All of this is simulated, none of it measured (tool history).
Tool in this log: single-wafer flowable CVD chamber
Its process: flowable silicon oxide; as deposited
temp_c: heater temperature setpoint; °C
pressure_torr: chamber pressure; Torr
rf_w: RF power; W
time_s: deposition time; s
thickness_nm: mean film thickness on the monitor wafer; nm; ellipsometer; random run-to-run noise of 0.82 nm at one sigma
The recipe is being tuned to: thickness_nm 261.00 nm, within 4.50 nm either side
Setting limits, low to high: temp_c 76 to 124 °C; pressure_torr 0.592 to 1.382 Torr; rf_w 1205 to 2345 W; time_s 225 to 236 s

| run | hour | temp_c | pressure_torr | rf_w | time_s | thickness_nm |
|---|---|---|---|---|---|---|
| 1 | 0.0 | 100 | 0.987 | 1775 | 236 | 203.00 |
| 2 | 2.2 | 100 | 0.987 | 1550 | 236 | 197.80 |
| 3 | 5.2 | 98 | 0.987 | 1550 | 236 | 207.25 |
| 4 | 14.2 | 98 | 1.100 | 1550 | 236 | 226.21 |
| 5 | 15.7 | 104 | 1.100 | 1550 | 236 | 188.00 |
| 6 | 19.3 | 104 | 1.100 | 1550 | 225 | 180.50 |
| 7 | 23.2 | 102 | 1.101 | 1550 | 225 | 190.70 |
| 8 | 27.9 | 100 | 1.101 | 1550 | 225 | 204.13 |
| 9 | 31.4 | 91 | 1.102 | 1550 | 225 | 267.23 |

Below are 4 possible settings for the next run. Only one of them brings all results inside the allowed miss of their targets. Which is it?
| A | 34.9 | 92 | 1.100 | 1835 | 233 | ? |
| B | 34.9 | 91 | 1.100 | 1450 | 225 | ? |
| C | 34.9 | 89 | 1.038 | 1460 | 228 | ? |
| D | 34.9 | 88 | 0.993 | 1295 | 236 | ? |

| move | thickness_nm |
|---|---|
| A | 276.42 |
| B | 261.98 |
| C | 271.16 |
| D | 270.47 |
A: further off than the last run
B: hits every target within its allowed miss
C: further off than the last run
D: further off than the last run
B meets every target.

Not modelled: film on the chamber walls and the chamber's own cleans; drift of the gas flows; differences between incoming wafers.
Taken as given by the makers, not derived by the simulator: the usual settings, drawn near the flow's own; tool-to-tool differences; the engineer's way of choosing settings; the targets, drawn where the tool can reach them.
